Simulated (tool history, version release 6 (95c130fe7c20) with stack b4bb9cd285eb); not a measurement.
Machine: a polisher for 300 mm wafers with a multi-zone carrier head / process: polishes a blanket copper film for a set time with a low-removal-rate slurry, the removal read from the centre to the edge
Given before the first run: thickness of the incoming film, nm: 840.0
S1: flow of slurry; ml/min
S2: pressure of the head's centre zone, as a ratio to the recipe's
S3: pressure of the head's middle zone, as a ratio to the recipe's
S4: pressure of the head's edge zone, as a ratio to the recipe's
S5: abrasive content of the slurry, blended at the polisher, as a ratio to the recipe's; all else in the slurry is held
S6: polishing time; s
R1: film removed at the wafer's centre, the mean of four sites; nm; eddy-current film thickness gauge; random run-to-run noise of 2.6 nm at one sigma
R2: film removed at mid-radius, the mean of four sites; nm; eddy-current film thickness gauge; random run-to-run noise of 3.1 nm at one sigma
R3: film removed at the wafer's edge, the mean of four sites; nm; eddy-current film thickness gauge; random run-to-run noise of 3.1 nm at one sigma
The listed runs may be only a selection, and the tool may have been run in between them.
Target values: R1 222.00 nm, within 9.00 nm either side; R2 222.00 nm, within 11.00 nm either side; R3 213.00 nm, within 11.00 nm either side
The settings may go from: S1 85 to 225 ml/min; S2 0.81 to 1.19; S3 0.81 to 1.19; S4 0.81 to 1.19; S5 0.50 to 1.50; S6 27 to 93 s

Run 1, hour 0.0: S1 145 ml/min, S2 1.00, S3 1.00, S4 1.00, S5 1.00, S6 59 s. Result: R1 138.37 nm, R2 140.68 nm, R3 136.93 nm.
Run 2, hour 5.3: S1 145 ml/min, S2 1.00, S3 1.00, S4 1.00, S5 1.00, S6 44 s. Result: R1 103.96 nm, R2 106.10 nm, R3 103.60 nm.
Run 3, hour 11.1: S1 145 ml/min, S2 1.00, S3 1.00, S4 1.00, S5 1.10, S6 44 s. Result: R1 108.62 nm, R2 108.73 nm, R3 106.65 nm.
Run 4, hour 12.2: S1 145 ml/min, S2 1.00, S3 1.01, S4 1.01, S5 1.15, S6 47 s. Result: R1 114.87 nm, R2 114.24 nm, R3 113.10 nm.
Run 5, hour 19.1: S1 145 ml/min, S2 1.00, S3 1.01, S4 1.01, S5 1.05, S6 47 s. Result: R1 115.80 nm, R2 113.78 nm, R3 109.01 nm.
Run 6, hour 19.8: S1 145 ml/min, S2 1.00, S3 0.98, S4 1.01, S5 1.05, S6 47 s. Result: R1 111.76 nm, R2 110.29 nm, R3 110.64 nm.
Run 7, hour 20.9: S1 145 ml/min, S2 1.00, S3 0.99, S4 1.01, S5 1.10, S6 50 s. Result: R1 120.75 nm, R2 117.99 nm, R3 123.87 nm.
Run 8, hour 24.3: S1 185 ml/min, S2 1.09, S3 1.09, S4 0.91, S5 1.35, S6 67 s. Result: R1 196.74 nm, R2 192.33 nm, R3 170.50 nm.
Run 9, hour 25.9: S1 185 ml/min, S2 1.09, S3 1.09, S4 0.92, S5 1.35, S6 68 s. Result: R1 198.52 nm, R2 189.83 nm, R3 169.67 nm.
Run 10, hour 27.8: S1 185 ml/min, S2 1.09, S3 1.09, S4 0.92, S5 1.35, S6 68 s. Result: R1 196.98 nm, R2 189.49 nm, R3 173.17 nm.
Run 11, hour 30.5: S1 185 ml/min, S2 1.09, S3 1.09, S4 0.93, S5 1.35, S6 69 s. Result: R1 201.23 nm, R2 198.02 nm, R3 177.22 nm.
Run 12, hour 38.0: S1 195 ml/min, S2 1.08, S3 1.05, S4 1.03, S5 1.50, S6 73 s. Result: R1 222.44 nm, R2 208.46 nm, R3 198.47 nm.
Run 13, hour 40.4: S1 195 ml/min, S2 1.07, S3 1.05, S4 1.03, S5 1.50, S6 73 s. Result: R1 216.66 nm, R2 209.71 nm, R3 196.95 nm.
Run 14, hour 43.3: S1 195 ml/min, S2 1.07, S3 1.05, S4 1.04, S5 1.50, S6 73 s. Result: R1 217.47 nm, R2 207.77 nm, R3 203.48 nm.
Run 15, hour 45.5: S1 200 ml/min, S2 1.07, S3 1.07, S4 1.05, S5 1.50, S6 74 s. Result: R1 215.76 nm, R2 215.06 nm, R3 198.40 nm.

Of the 4 settings listed for the next run, only one would bring every result within its allowed miss of target. Which one?
Run A, hour 47.7: S1 215 ml/min, S2 1.08, S3 1.10, S4 1.01, S5 1.45, S6 73 s. Result: R1 ?, R2 ?, R3 ?.
Run B, hour 47.7: S1 200 ml/min, S2 1.01, S3 1.04, S4 1.03, S5 1.50, S6 78 s. Result: R1 ?, R2 ?, R3 ?.
Run C, hour 47.7: S1 225 ml/min, S2 1.16, S3 1.19, S4 1.02, S5 1.50, S6 68 s. Result: R1 ?, R2 ?, R3 ?.
Run D, hour 47.7: S1 210 ml/min, S2 1.03, S3 0.95, S4 1.07, S5 1.50, S6 76 s. Result: R1 ?, R2 ?, R3 ?.

move      R1      R2      R3
   A  223.58  221.48  195.45
   B  222.37  225.11  210.53
   C  227.28  223.80  184.80
   D  222.62  204.64  209.42
A: the biggest miss grows against the last run
B: every result lands within tolerance
C: the biggest miss grows against the last run
D: puts the biggest miss on target and leaves a different result outside tolerance
Correct choice: B, which meets every target
